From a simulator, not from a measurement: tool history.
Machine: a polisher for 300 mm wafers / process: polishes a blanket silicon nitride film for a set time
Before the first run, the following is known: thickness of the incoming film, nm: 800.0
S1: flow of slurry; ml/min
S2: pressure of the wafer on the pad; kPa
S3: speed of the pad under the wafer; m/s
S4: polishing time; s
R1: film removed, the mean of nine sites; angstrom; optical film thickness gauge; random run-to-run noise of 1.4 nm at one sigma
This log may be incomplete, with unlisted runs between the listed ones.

run 1 hour=0.0 | S1=235 S2=17.2 S3=1.16 S4=96 | R1=1415.9
run 2 hour=5.2 | S1=235 S2=15.9 S3=1.16 S4=96 | R1=1327.6
run 3 hour=12.2 | S1=235 S2=20.0 S3=1.16 S4=96 | R1=1558.3
run 4 hour=20.4 | S1=235 S2=22.8 S3=1.16 S4=96 | R1=1784.3
run 5 hour=29.2 | S1=235 S2=22.8 S3=1.16 S4=96 | R1=1758.9
run 6 hour=36.4 | S1=235 S2=20.7 S3=1.14 S4=96 | R1=1619.6
run 7 hour=43.3 | S1=235 S2=18.6 S3=1.12 S4=96 | R1=1446.1

Run 8, settings as shown, results not yet in. Your forecast:
run 8 hour=49.5 | S1=235 S2=17.2 S3=1.10 S4=96 | R1=?

R1: 1362.8 angstrom

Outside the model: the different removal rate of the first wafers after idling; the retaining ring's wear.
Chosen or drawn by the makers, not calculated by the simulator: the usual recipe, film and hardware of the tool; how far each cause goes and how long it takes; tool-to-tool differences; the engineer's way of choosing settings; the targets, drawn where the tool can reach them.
